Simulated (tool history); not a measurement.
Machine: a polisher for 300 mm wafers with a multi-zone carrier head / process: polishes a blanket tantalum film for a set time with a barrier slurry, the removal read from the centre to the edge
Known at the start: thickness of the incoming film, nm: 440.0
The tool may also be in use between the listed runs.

run	day	flow of slurry (ml/min)	pressure of the head's centre zone	pressure of the head's middle zone	pressure of the head's edge zone	abrasive content of the slurry	polishing time (s)	film removed at the wafer's centre (Å)	film removed at mid-radius (Å)	film removed at the wafer's edge (Å)
1	0	170	1	1	1	1	88	1257.7	1208.3	1199.2
2	0.258	170	0.92	1	1	1	88	1135.2	1209.5	1206.3
3	0.588	170	0.92	1	0.95	1	88	1127.5	1210.5	1165.7
4	0.95	185	0.96	0.98	0.97	1	88	1213.4	1201.1	1202.2
5	1	195	0.99	0.97	0.97	1	88	1218	1197.1	1184.9
6	1.25	195	0.99	0.97	0.97	1	69	988.51	932.01	931.64

Forecast run 7:
7	1.446	195	1.03	0.98	1.01	1.15	71	?	?	?

film removed at the wafer's centre (Å): 1095.8
film removed at mid-radius (Å): 992.68
film removed at the wafer's edge (Å): 1012.3
